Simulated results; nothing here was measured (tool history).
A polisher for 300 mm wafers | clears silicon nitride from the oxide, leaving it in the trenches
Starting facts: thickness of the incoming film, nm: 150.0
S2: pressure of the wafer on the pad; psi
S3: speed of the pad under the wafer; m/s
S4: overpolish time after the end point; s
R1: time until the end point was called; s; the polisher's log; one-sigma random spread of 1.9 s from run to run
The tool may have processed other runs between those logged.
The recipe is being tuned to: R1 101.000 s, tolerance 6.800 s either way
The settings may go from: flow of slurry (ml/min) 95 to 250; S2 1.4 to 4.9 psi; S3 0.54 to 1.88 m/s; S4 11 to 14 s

Run 1, hour 0.0: flow of slurry (ml/min) 160, S2 3.1 psi, S3 1.20 m/s, S4 14 s. Result: R1 135.250 s.
Run 2, hour 4.3: flow of slurry (ml/min) 160, S2 3.2 psi, S3 1.20 m/s, S4 14 s. Result: R1 134.600 s.
Run 3, hour 7.2: flow of slurry (ml/min) 160, S2 3.3 psi, S3 1.22 m/s, S4 14 s. Result: R1 126.190 s.
Run 4, hour 12.0: flow of slurry (ml/min) 160, S2 3.7 psi, S3 1.22 m/s, S4 14 s. Result: R1 112.020 s.
Run 5, hour 20.0: flow of slurry (ml/min) 160, S2 3.7 psi, S3 1.08 m/s, S4 14 s. Result: R1 127.770 s.
Run 6, hour 23.7: flow of slurry (ml/min) 160, S2 3.8 psi, S3 1.08 m/s, S4 14 s. Result: R1 124.360 s.
Run 7, hour 26.2: flow of slurry (ml/min) 160, S2 3.9 psi, S3 1.08 m/s, S4 14 s. Result: R1 118.510 s.
Run 8, hour 28.7: flow of slurry (ml/min) 160, S2 4.0 psi, S3 1.08 m/s, S4 14 s. Result: R1 118.650 s.

Which of these 4 next moves meets every target?
Run A, hour 31.2: flow of slurry (ml/min) 165, S2 4.6 psi, S3 1.30 m/s, S4 13 s. Result: R1 ?.
Run B, hour 31.2: flow of slurry (ml/min) 150, S2 4.6 psi, S3 1.32 m/s, S4 11 s. Result: R1 ?.
Run C, hour 31.2: flow of slurry (ml/min) 155, S2 3.4 psi, S3 1.00 m/s, S4 14 s. Result: R1 ?.
Run D, hour 31.2: flow of slurry (ml/min) 170, S2 4.4 psi, S3 1.16 m/s, S4 14 s. Result: R1 ?.

move       R1
   A   87.411
   B   87.579
   C  145.120
   D   99.702
A: moves the result that the last run missed by most past its target, out the other side
B: moves the result that the last run missed by most past its target, out the other side
C: moves away from the targets compared with the last run
D: every result within its allowed miss
The move that meets every target is D.
